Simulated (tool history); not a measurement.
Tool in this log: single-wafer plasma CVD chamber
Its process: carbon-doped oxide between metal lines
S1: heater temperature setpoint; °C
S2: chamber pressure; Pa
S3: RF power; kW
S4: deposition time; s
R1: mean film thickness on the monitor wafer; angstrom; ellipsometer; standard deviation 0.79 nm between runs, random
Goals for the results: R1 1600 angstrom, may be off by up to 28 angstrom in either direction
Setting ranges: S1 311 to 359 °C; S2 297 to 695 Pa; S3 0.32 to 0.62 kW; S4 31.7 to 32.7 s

{"run": 1, "hour": 0.0, "S1": 335, "S2": 496, "S3": 0.47, "S4": 31.7, "R1": 1483.4}
{"run": 2, "hour": 8.2, "S1": 335, "S2": 496, "S3": 0.41, "S4": 31.7, "R1": 1311.4}
{"run": 3, "hour": 14.5, "S1": 335, "S2": 575, "S3": 0.41, "S4": 31.7, "R1": 1333.1}
{"run": 4, "hour": 23.3, "S1": 335, "S2": 575, "S3": 0.38, "S4": 31.7, "R1": 1236.9}
{"run": 5, "hour": 24.0, "S1": 330, "S2": 575, "S3": 0.38, "S4": 31.7, "R1": 1252.2}
{"run": 6, "hour": 26.2, "S1": 330, "S2": 575, "S3": 0.38, "S4": 32.7, "R1": 1286.5}
{"run": 7, "hour": 33.4, "S1": 330, "S2": 575, "S3": 0.38, "S4": 32.7, "R1": 1291.6}
{"run": 8, "hour": 38.6, "S1": 330, "S2": 577, "S3": 0.395, "S4": 32.7, "R1": 1348.3}
{"run": 9, "hour": 47.4, "S1": 329, "S2": 588, "S3": 0.405, "S4": 32.7, "R1": 1369.2}
{"run": 10, "hour": 50.1, "S1": 329, "S2": 591, "S3": 0.415, "S4": 32.7, "R1": 1403.2}
{"run": 11, "hour": 52.8, "S1": 328, "S2": 596, "S3": 0.425, "S4": 32.7, "R1": 1456.5}
{"run": 12, "hour": 59.5, "S1": 327, "S2": 608, "S3": 0.43, "S4": 32.7, "R1": 1483.2}
{"run": 13, "hour": 67.8, "S1": 326, "S2": 620, "S3": 0.43, "S4": 32.7, "R1": 1479.5}
{"run": 14, "hour": 71.4, "S1": 325, "S2": 628, "S3": 0.435, "S4": 32.7, "R1": 1514.2}
{"run": 15, "hour": 79.8, "S1": 324, "S2": 636, "S3": 0.435, "S4": 32.7, "R1": 1520.5}
{"run": 16, "hour": 83.0, "S1": 323, "S2": 644, "S3": 0.435, "S4": 32.7, "R1": 1516.5}
{"run": 17, "hour": 88.8, "S1": 316, "S2": 680, "S3": 0.465, "S4": 32.7, "R1": 1655.6}
{"run": 18, "hour": 93.2, "S1": 317, "S2": 673, "S3": 0.465, "S4": 32.7, "R1": 1663.1}
{"run": 19, "hour": 99.2, "S1": 318, "S2": 668, "S3": 0.465, "S4": 32.7, "R1": 1640.7}

Of the 5 settings listed for the next run, only one would bring every result within its allowed miss of target. Which one?
{"run": "A", "hour": 105.2, "S1": 319, "S2": 657, "S3": 0.48, "S4": 32.5, "R1": "?"}
{"run": "B", "hour": 105.2, "S1": 318, "S2": 593, "S3": 0.445, "S4": 32.1, "R1": "?"}
{"run": "C", "hour": 105.2, "S1": 313, "S2": 683, "S3": 0.435, "S4": 31.7, "R1": "?"}
{"run": "D", "hour": 105.2, "S1": 321, "S2": 685, "S3": 0.455, "S4": 31.7, "R1": "?"}
{"run": "E", "hour": 105.2, "S1": 318, "S2": 695, "S3": 0.45, "S4": 32.5, "R1": "?"}

move=A R1=1663.8
move=B R1=1534.7
move=C R1=1530.3
move=D R1=1551.4
move=E R1=1591.6
A: lands further from the targets than the last run did
B: moves the result that the last run missed by most past its target, out the other side
C: moves the result that the last run missed by most past its target, out the other side
D: moves the result that the last run missed by most past its target, out the other side
E: every result within its allowed miss
So the answer is move E, the one that meets all the targets.
